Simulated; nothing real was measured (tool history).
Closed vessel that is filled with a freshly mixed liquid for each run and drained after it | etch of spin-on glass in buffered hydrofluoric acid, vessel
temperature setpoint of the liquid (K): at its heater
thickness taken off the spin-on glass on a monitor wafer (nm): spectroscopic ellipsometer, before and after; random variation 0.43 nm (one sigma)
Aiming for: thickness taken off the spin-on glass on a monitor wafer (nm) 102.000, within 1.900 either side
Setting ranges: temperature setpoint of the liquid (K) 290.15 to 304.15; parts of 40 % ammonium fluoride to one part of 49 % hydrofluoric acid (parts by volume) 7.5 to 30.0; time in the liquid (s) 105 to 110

run,hour,temperature setpoint of the liquid (K),parts of 40 % ammonium fluoride to one part of 49 % hydrofluoric acid (parts by volume),time in the liquid (s),thickness taken off the spin-on glass on a monitor wafer (nm)
1,0.0,296.15,22.0,105,86.920
2,2.4,296.15,22.0,105,86.443
3,4.3,296.15,22.0,105,86.238
4,11.5,296.15,18.5,105,99.371
5,18.7,296.15,16.0,105,115.350
6,26.8,296.15,16.0,105,114.260
7,31.2,295.65,16.0,105,112.440
8,36.3,295.15,16.0,105,108.970
9,39.7,294.65,16.0,105,106.230

Below are 4 possible settings for the next run. Only one of them brings all results inside the allowed miss of their targets. Which is it?
A,43.1,296.15,16.5,105,?
B,43.1,295.65,16.5,105,?
C,43.1,292.65,15.5,110,?
D,43.1,294.65,16.5,110,?

move,thickness taken off the spin-on glass on a monitor wafer (nm)
A,111.890
B,108.850
C,102.610
D,107.890
A: moves away from the targets compared with the last run
B: moves away from the targets compared with the last run
C: all results in spec
D: moves away from the targets compared with the last run
C meets every target.
